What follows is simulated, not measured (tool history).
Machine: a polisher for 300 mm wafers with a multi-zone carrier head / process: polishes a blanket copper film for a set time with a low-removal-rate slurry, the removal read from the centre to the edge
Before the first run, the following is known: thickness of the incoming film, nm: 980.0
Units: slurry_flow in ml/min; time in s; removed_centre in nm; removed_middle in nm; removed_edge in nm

run,hour,slurry_flow,centre_zone,middle_zone,edge_zone,slurry_solids,time,removed_centre,removed_middle,removed_edge
1,0.0,145,1.00,1.00,1.00,1.00,44,98.534,96.694,98.291
2,7.2,140,0.98,1.00,0.97,0.90,44,94.492,95.400,94.181
3,15.6,135,0.96,0.99,0.95,0.85,44,90.304,93.071,90.620
4,21.4,130,0.94,0.97,0.93,0.80,44,87.382,88.755,88.130
5,26.0,100,0.94,0.97,0.93,0.80,44,79.894,82.282,84.516
6,31.5,100,0.94,0.97,0.97,0.80,44,79.585,83.789,85.799
# hour 36.6: worn pad replaced by a new one
7,36.6,100,0.93,0.97,0.95,0.75,44,81.095,86.948,88.817
8,44.7,100,0.92,0.97,0.93,0.75,44,82.121,87.074,88.374

What does the tool deliver on the next run?
9,47.2,95,0.86,1.00,0.84,0.50,42,?,?,?

removed_centre: 67.868 nm
removed_middle: 75.983 nm
removed_edge: 73.483 nm
